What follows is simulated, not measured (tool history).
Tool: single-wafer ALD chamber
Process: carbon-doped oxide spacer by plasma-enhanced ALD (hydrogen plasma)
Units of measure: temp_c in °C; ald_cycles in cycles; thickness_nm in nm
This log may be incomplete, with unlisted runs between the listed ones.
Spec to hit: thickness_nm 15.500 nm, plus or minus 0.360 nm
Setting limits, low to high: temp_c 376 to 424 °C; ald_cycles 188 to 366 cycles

run    day  temp_c  ald_cycles  thickness_nm
  1  0.000     400         277        13.481
  2  0.233     400         288        13.943
  3  0.462     400         297        14.326
  4  0.750     409         297        14.036
  5  0.792     417         297        13.768
  6  0.942     408         297        14.108
  7  0.992     408         297        14.074
  8  1.262     406         304        14.504

Below are 4 possible settings for the next run. Only one of them brings all results inside the allowed miss of their targets. Which is it?
  A  1.533     398         339             ?
  B  1.533     412         287             ?
  C  1.533     422         296             ?
  D  1.533     415         332             ?

move  thickness_nm
   A        16.507
   B        13.532
   C        13.576
   D        15.526
A: takes the biggest miss from the last run beyond its target
B: the biggest miss grows against the last run
C: the biggest miss grows against the last run
D: meets every target
D meets every target.

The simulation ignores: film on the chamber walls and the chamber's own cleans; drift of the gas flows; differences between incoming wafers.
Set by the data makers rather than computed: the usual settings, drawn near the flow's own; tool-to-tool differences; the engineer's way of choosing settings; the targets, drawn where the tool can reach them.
